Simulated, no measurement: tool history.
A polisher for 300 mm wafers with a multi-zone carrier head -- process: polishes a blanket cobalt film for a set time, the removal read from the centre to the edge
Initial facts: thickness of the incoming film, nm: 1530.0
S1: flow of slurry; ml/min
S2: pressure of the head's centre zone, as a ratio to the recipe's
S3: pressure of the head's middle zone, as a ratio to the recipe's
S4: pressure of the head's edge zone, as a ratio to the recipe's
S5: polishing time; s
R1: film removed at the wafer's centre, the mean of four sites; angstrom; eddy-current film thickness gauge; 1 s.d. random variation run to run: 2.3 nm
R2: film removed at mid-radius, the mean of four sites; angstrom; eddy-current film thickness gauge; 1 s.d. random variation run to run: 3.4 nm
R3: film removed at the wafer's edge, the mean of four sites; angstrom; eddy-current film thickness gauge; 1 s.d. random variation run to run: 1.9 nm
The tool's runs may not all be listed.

| run | hour | S1 | S2 | S3 | S4 | S5 | R1 | R2 | R3 |
|---|---|---|---|---|---|---|---|---|---|
| 1 | 0 | 270 | 1 | 1 | 1 | 46 | 2979.7 | 2921.6 | 2958.6 |
| 2 | 5.3 | 270 | 1 | 1 | 1 | 52 | 3392 | 3364.1 | 3303.6 |
| 3 | 10 | 270 | 1 | 0.93 | 1 | 52 | 3361 | 3175.9 | 3337.4 |
| 4 | 17.5 | 265 | 1.02 | 0.91 | 0.98 | 51 | 3370.2 | 3060.3 | 3233 |
| 5 | 20.3 | 265 | 1.02 | 0.83 | 0.98 | 51 | 3368.8 | 2818.4 | 3227.4 |
| 6 | 22.4 | 265 | 1.02 | 0.81 | 0.98 | 51 | 3359.9 | 2726.8 | 3244.4 |

Estimate the outcome of run 7 from the log above:
| 7 | 30.2 | 260 | 1.03 | 0.81 | 0.96 | 51 | ? | ? | ? |

{"run 7": {"R1": 3344.7, "R2": 2739.4, "R3": 3173.1}}
